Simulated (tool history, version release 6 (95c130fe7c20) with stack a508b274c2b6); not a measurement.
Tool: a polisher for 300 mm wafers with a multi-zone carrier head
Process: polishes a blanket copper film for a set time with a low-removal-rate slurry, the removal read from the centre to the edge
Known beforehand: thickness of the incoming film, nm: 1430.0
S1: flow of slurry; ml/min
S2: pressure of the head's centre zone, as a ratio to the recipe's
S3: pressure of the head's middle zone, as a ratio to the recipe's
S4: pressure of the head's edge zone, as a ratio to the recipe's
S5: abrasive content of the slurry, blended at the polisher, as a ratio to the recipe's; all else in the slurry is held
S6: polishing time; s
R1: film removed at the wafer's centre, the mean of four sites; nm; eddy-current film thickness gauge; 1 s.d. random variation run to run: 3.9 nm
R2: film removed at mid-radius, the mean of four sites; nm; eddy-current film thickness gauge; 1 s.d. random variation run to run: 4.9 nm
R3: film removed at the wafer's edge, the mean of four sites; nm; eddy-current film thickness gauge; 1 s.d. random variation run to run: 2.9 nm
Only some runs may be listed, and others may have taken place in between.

run 1 day=0 | S1=235 S2=1 S3=1 S4=1 S5=1 S6=80 | R1=261.74 R2=250.51 R3=255.74
run 2 day=0.171 | S1=280 S2=1 S3=1 S4=1 S5=1 S6=80 | R1=259.88 R2=263.56 R3=263.12
run 3 day=0.196 | S1=280 S2=1 S3=0.93 S4=1 S5=1 S6=80 | R1=257.19 R2=246.25 R3=259.27
run 4 day=0.388 | S1=290 S2=1.03 S3=0.99 S4=1 S5=1.05 S6=80 | R1=275.7 R2=268.22 R3=265.5
run 5 day=0.538 | S1=290 S2=1.03 S3=1.07 S4=1 S5=1.05 S6=80 | R1=278.38 R2=285.26 R3=261.1
run 6 day=0.708 | S1=295 S2=1.04 S3=1.09 S4=1.02 S5=1.1 S6=81 | R1=281.65 R2=298.23 R3=275.42
run 7 day=0.871 | S1=300 S2=1.06 S3=1.11 S4=1.03 S5=1.15 S6=81 | R1=293.61 R2=295.78 R3=276.44
run 8 day=1.071 | S1=305 S2=1.07 S3=1.13 S4=1.03 S5=1.2 S6=82 | R1=301.11 R2=326.26 R3=280.97

Run 9 has not been measured yet. What should we expect?
run 9 day=1.338 | S1=320 S2=1.12 S3=1.11 S4=1.08 S5=1.25 S6=83 | R1=? R2=? R3=?

R1: 321.52 nm
R2: 321.64 nm
R3: 295.34 nm

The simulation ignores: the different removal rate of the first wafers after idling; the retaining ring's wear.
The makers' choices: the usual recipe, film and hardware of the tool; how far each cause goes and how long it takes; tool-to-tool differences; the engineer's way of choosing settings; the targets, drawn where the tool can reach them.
